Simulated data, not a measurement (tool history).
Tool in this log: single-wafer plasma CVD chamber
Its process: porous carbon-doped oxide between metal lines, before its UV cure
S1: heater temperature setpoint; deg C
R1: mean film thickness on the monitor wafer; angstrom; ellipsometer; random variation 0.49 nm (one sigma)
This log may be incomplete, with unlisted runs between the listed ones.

Run 1, hour 0.0: S1 325 deg C, RF power (kW) 0.520, deposition time (s) 37.5. Result: R1 1834.7 angstrom.
Run 2, hour 4.4: S1 322 deg C, RF power (kW) 0.525, deposition time (s) 37.5. Result: R1 1864.4 angstrom.
Run 3, hour 5.8: S1 322 deg C, RF power (kW) 0.490, deposition time (s) 37.5. Result: R1 1783.3 angstrom.
Run 4, hour 7.1: S1 319 deg C, RF power (kW) 0.500, deposition time (s) 37.5. Result: R1 1833.1 angstrom.
Run 5, hour 9.0: S1 317 deg C, RF power (kW) 0.510, deposition time (s) 37.5. Result: R1 1875.7 angstrom.
Run 6, hour 10.2: S1 317 deg C, RF power (kW) 0.460, deposition time (s) 37.5. Result: R1 1740.2 angstrom.
Run 7, hour 12.6: S1 305 deg C, RF power (kW) 0.545, deposition time (s) 37.6. Result: R1 2067.5 angstrom.

The next listed run, before its measurement:
Run 8, hour 15.1: S1 303 deg C, RF power (kW) 0.555, deposition time (s) 37.6. Result: R1 ?.

Run 8 came out at R1 2103.9 angstrom.

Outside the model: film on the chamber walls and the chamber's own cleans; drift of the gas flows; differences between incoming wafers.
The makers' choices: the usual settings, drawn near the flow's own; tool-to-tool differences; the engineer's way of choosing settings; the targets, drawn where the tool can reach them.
